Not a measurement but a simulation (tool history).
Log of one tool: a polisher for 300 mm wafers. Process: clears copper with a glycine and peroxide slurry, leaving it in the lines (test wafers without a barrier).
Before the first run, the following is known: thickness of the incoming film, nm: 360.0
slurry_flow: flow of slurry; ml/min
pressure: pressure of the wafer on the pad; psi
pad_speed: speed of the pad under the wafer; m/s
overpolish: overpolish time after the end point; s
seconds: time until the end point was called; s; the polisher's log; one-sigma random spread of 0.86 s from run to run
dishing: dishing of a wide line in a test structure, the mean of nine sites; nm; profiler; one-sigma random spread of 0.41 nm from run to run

run    day  slurry_flow  pressure  pad_speed  overpolish  seconds  dishing
  1      0          225       2.1       1.12          27   80.646   72.293
  2  0.312          210       1.9       1.24          23   82.753   63.943
  3  0.654          240       1.7       1.32          20   81.302   55.372
  4  0.683          240       1.5       1.32          20   87.555   53.641
  5  0.925          240       1.8       1.32          20   80.011   56.983
  6  1.262          260       1.6       1.38          18   79.426   53.117
  7    1.6          280       1.5        1.4          16   81.819   46.315
     1.817  -- worn pad replaced by a new one
  8  1.817          295       1.4       1.46          14    75.11   46.131

Forecast run 9:
  9  1.954          305       1.3       1.46          13        ?        ?

Run 9 gave seconds 76.916 s, dishing 41.585 nm.
